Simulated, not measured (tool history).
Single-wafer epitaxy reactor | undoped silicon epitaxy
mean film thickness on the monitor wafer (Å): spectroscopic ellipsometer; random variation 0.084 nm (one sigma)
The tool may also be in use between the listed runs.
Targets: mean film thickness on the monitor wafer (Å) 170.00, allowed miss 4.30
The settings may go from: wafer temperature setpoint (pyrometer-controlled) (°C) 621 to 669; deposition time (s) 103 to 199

run	day	wafer temperature setpoint (pyrometer-controlled) (°C)	deposition time (s)	mean film thickness on the monitor wafer (Å)
1	0.000	645	151	237.47
2	0.312	645	164	258.88
3	0.671	643	164	247.40
4	0.967	650	164	291.13
5	1.071	647	164	273.18
6	1.271	645	164	259.76
7	1.400	643	164	245.25
8	1.650	631	163	180.80
9	2.017	630	163	176.06

Which of these 5 next moves meets every target?
A	2.383	637	137	?
B	2.383	633	159	?
C	2.383	629	164	?
D	2.383	631	167	?
E	2.383	637	142	?

move	mean film thickness on the monitor wafer (Å)
A	176.41
B	184.70
C	171.69
D	184.19
E	182.85
A: further off than the last run
B: further off than the last run
C: meets every target
D: further off than the last run
E: further off than the last run
Move C is the one to make.
